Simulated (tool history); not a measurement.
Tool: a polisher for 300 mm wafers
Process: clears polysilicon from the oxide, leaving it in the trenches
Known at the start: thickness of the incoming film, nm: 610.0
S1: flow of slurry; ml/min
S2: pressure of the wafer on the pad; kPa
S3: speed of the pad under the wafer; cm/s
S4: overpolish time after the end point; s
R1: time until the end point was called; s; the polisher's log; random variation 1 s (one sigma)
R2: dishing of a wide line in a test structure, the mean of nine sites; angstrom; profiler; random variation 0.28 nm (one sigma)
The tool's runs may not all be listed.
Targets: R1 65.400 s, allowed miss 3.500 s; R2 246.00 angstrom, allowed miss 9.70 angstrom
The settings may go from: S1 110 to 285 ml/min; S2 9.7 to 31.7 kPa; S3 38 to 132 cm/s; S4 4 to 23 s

| run | hour | S1 | S2 | S3 | S4 | R1 | R2 |
|---|---|---|---|---|---|---|---|
| 1 | 0.0 | 180 | 20.7 | 84 | 12 | 54.649 | 463.63 |
| 2 | 7.5 | 185 | 19.3 | 84 | 10 | 57.571 | 418.46 |
| 3 | 15.8 | 185 | 15.9 | 84 | 10 | 66.772 | 402.65 |
| 4 | 23.9 | 210 | 14.5 | 86 | 9 | 68.434 | 379.00 |
| 5 | 30.2 | 210 | 14.5 | 86 | 5 | 70.014 | 274.62 |
| 6 | 38.6 | 225 | 14.5 | 86 | 5 | 67.785 | 281.91 |
| 7 | 41.7 | 175 | 18.6 | 88 | 4 | 59.239 | 266.81 |
| 8 | 49.7 | 160 | 17.9 | 90 | 4 | 60.121 | 264.78 |
| 9 | 53.9 | 150 | 17.2 | 94 | 4 | 60.475 | 264.22 |

Which of these 5 next moves meets every target?
| A | 58.1 | 160 | 21.4 | 84 | 4 | ? | ? |
| B | 58.1 | 145 | 15.9 | 116 | 4 | ? | ? |
| C | 58.1 | 155 | 19.3 | 92 | 4 | ? | ? |
| D | 58.1 | 155 | 17.2 | 78 | 5 | ? | ? |
| E | 58.1 | 110 | 19.3 | 82 | 4 | ? | ? |

| move | R1 | R2 |
|---|---|---|
| A | 53.953 | 281.13 |
| B | 52.183 | 287.21 |
| C | 54.370 | 279.73 |
| D | 68.526 | 278.24 |
| E | 65.159 | 247.59 |
A: further off than the last run
B: further off than the last run
C: further off than the last run
D: further off than the last run
E: meets every target
The right move is E.
